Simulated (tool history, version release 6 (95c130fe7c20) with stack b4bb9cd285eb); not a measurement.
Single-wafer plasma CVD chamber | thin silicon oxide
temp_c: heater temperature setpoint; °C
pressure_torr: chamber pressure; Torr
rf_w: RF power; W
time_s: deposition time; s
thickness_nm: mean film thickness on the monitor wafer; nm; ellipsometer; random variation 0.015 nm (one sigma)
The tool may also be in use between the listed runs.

run 1 hour=0.0 | temp_c=395 pressure_torr=0.605 rf_w=225 time_s=2.21 | thickness_nm=2.6721
run 2 hour=7.9 | temp_c=395 pressure_torr=0.541 rf_w=225 time_s=2.21 | thickness_nm=2.3934
run 3 hour=10.8 | temp_c=399 pressure_torr=0.541 rf_w=225 time_s=2.21 | thickness_nm=2.3944
run 4 hour=17.6 | temp_c=399 pressure_torr=0.562 rf_w=225 time_s=2.21 | thickness_nm=2.4862
run 5 hour=18.3 | temp_c=399 pressure_torr=0.562 rf_w=225 time_s=2.21 | thickness_nm=2.4715
run 6 hour=21.3 | temp_c=399 pressure_torr=0.579 rf_w=225 time_s=2.21 | thickness_nm=2.5683
run 7 hour=27.0 | temp_c=399 pressure_torr=0.591 rf_w=225 time_s=2.21 | thickness_nm=2.6220
run 8 hour=29.5 | temp_c=399 pressure_torr=0.600 rf_w=225 time_s=2.21 | thickness_nm=2.6258
run 9 hour=34.0 | temp_c=399 pressure_torr=0.611 rf_w=225 time_s=2.21 | thickness_nm=2.7010
-- hour=41.4 capacitance manometer re-zeroed and calibrated
run 10 hour=41.4 | temp_c=399 pressure_torr=0.617 rf_w=225 time_s=2.21 | thickness_nm=2.6121

The next listed run, before its measurement:
run 11 hour=44.6 | temp_c=397 pressure_torr=0.629 rf_w=225 time_s=2.21 | thickness_nm=?

thickness_nm: 2.7089 nm
